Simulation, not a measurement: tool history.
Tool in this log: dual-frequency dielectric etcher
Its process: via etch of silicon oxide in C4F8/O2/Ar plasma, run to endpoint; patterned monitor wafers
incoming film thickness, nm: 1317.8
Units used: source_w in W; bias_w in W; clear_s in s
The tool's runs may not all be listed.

{"run": 1, "hour": 0.0, "source_w": 2180, "bias_w": 1934, "clear_s": 252.91}
{"run": 2, "hour": 5.0, "source_w": 2180, "bias_w": 1753, "clear_s": 263.59}
{"run": 3, "hour": 8.3, "source_w": 2180, "bias_w": 1416, "clear_s": 284.92}
{"run": 4, "hour": 15.9, "source_w": 2430, "bias_w": 1550, "clear_s": 261.35}
{"run": 5, "hour": 17.0, "source_w": 2600, "bias_w": 1595, "clear_s": 247.47}
{"run": 6, "hour": 18.0, "source_w": 2700, "bias_w": 1615, "clear_s": 245.46}
{"run": 7, "hour": 21.4, "source_w": 2790, "bias_w": 1651, "clear_s": 238.86}

The next listed run, before its measurement:
{"run": 8, "hour": 29.9, "source_w": 2850, "bias_w": 1668, "clear_s": "?"}

{"run 8": {"clear_s": 235.0}}
